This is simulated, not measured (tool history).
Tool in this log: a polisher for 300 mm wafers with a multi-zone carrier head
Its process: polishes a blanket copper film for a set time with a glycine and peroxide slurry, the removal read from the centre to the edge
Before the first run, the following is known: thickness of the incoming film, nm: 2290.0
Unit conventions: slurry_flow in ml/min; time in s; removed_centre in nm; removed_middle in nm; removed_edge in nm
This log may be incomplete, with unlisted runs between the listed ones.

| run | day | slurry_flow | centre_zone | middle_zone | edge_zone | time | removed_centre | removed_middle | removed_edge |
|---|---|---|---|---|---|---|---|---|---|
| 1 | 0 | 180 | 1 | 1 | 1 | 73 | 556.14 | 558.71 | 567.79 |
| 2 | 0.192 | 185 | 0.99 | 1.01 | 1.02 | 74 | 566.19 | 564.83 | 582.06 |
| 3 | 0.288 | 190 | 0.98 | 1.02 | 1.04 | 75 | 572.15 | 600.2 | 598.8 |
| 4 | 0.458 | 190 | 0.98 | 1.07 | 1.04 | 75 | 552.48 | 611.04 | 593.46 |
| 5 | 0.538 | 190 | 0.98 | 1.13 | 1.04 | 75 | 563 | 646.71 | 594.7 |
| 6 | 0.792 | 195 | 0.98 | 1.11 | 1.06 | 76 | 587.91 | 642.54 | 615.96 |
| 7 | 1.146 | 200 | 0.97 | 1.11 | 1.08 | 76 | 568.42 | 665.95 | 617.56 |

Expected results for the next run?
| 8 | 1.262 | 200 | 0.97 | 1.09 | 1.1 | 77 | ? | ? | ? |

Run 8 measured removed_centre 590.7 nm, removed_middle 648.18 nm, removed_edge 635.56 nm.

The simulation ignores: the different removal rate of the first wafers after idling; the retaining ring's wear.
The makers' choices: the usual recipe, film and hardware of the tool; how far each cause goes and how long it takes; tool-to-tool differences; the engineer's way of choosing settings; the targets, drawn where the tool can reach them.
